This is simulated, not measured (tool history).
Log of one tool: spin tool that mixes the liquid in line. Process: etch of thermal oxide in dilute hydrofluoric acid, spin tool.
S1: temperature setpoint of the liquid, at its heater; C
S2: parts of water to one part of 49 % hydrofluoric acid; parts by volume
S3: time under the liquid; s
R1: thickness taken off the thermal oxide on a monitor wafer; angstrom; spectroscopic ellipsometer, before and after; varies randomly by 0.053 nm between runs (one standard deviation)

{"run": 1, "hour": 0.0, "S1": 22.0, "S2": 170, "S3": 295, "R1": 71.743}
{"run": 2, "hour": 0.7, "S1": 22.0, "S2": 120, "S3": 295, "R1": 105.9}
{"run": 3, "hour": 9.3, "S1": 22.0, "S2": 120, "S3": 315, "R1": 114.71}
{"run": 4, "hour": 16.7, "S1": 20.5, "S2": 140, "S3": 315, "R1": 90.47}
{"run": 5, "hour": 23.4, "S1": 20.5, "S2": 140, "S3": 295, "R1": 85.18}
{"run": 6, "hour": 24.4, "S1": 20.5, "S2": 140, "S3": 315, "R1": 89.593}
{"run": 7, "hour": 29.4, "S1": 19.5, "S2": 150, "S3": 315, "R1": 79.6}
{"run": 8, "hour": 35.2, "S1": 19.0, "S2": 160, "S3": 315, "R1": 73.797}
{"run": 9, "hour": 41.7, "S1": 18.5, "S2": 170, "S3": 315, "R1": 66.637}

What does the tool deliver on the next run?
{"run": 10, "hour": 48.4, "S1": 18.0, "S2": 175, "S3": 315, "R1": "?"}

{"run 10": {"R1": 63.2}}
